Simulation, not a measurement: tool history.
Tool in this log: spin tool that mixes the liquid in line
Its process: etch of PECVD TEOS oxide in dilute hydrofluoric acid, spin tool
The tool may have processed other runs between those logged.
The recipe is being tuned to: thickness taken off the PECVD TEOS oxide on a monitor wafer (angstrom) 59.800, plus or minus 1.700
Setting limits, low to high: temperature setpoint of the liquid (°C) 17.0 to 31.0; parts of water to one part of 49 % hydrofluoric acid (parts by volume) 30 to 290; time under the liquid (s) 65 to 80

run    day  temperature setpoint of the liquid (°C)  parts of water to one part of 49 % hydrofluoric acid (parts by volume)  time under the liquid (s)  thickness taken off the PECVD TEOS oxide on a monitor wafer (angstrom)
  1  0.000                                     23.0                                                                     160                         80                                                                  87.929
  2  0.071                                     24.5                                                                     160                         80                                                                  93.555
  3  0.229                                     23.5                                                                     165                         80                                                                  86.382
  4  0.271                                     26.5                                                                     165                         80                                                                  98.087
  5  0.621                                     26.5                                                                     165                         80                                                                  96.836
  6  0.908                                     26.5                                                                     165                         80                                                                  96.722
  7  1.075                                     25.0                                                                     170                         80                                                                  87.936
  8  1.225                                     23.5                                                                     170                         80                                                                  84.128

Next run, 5 choices. One meets every target within its allowed miss, the rest don't. Which?
  A  1.375                                     22.0                                                                     180                         65                                                                       ?
  B  1.375                                     26.0                                                                     120                         80                                                                       ?
  C  1.375                                     24.0                                                                     180                         65                                                                       ?
  D  1.375                                     24.5                                                                     185                         65                                                                       ?
  E  1.375                                     21.5                                                                     170                         65                                                                       ?

move  thickness taken off the PECVD TEOS oxide on a monitor wafer (angstrom)
   A                                                                  59.760
   B                                                                 137.720
   C                                                                  64.396
   D                                                                  63.458
   E                                                                  62.760
A: each result inside its tolerance
B: moves away from the targets compared with the last run
C: gains on the last run, yet a result remains outside its allowed miss
D: gains on the last run, yet a result remains outside its allowed miss
E: gains on the last run, yet a result remains outside its allowed miss
A is the move that brings every result within its allowed miss.

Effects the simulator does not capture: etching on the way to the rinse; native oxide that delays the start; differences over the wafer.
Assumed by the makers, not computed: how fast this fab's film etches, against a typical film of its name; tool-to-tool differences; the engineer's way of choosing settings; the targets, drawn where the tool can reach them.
